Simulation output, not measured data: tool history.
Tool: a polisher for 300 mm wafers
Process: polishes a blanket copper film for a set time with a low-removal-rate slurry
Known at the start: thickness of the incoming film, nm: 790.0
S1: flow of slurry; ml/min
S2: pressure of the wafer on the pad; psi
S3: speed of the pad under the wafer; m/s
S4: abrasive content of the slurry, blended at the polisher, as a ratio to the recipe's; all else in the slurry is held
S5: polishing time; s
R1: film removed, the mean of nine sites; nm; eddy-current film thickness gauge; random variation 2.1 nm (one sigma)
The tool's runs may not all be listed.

{"run": 1, "hour": 0.0, "S1": 170, "S2": 3.0, "S3": 1.06, "S4": 1.0, "S5": 91, "R1": 258.01}
{"run": 2, "hour": 4.5, "S1": 160, "S2": 2.8, "S3": 1.06, "S4": 1.0, "S5": 91, "R1": 235.52}
{"run": 3, "hour": 7.2, "S1": 160, "S2": 2.8, "S3": 1.06, "S4": 1.0, "S5": 91, "R1": 235.5}
{"run": 4, "hour": 11.9, "S1": 160, "S2": 2.8, "S3": 0.88, "S4": 1.0, "S5": 91, "R1": 210.67}
{"run": 5, "hour": 15.5, "S1": 160, "S2": 2.5, "S3": 0.88, "S4": 1.0, "S5": 91, "R1": 186.0}
{"run": 6, "hour": 22.1, "S1": 160, "S2": 2.5, "S3": 0.88, "S4": 1.2, "S5": 91, "R1": 194.64}
{"run": 7, "hour": 25.0, "S1": 165, "S2": 2.5, "S3": 0.88, "S4": 1.2, "S5": 91, "R1": 195.69}

Forecast run 8:
{"run": 8, "hour": 32.4, "S1": 170, "S2": 2.5, "S3": 0.88, "S4": 1.2, "S5": 91, "R1": "?"}

R1: 198.12 nm
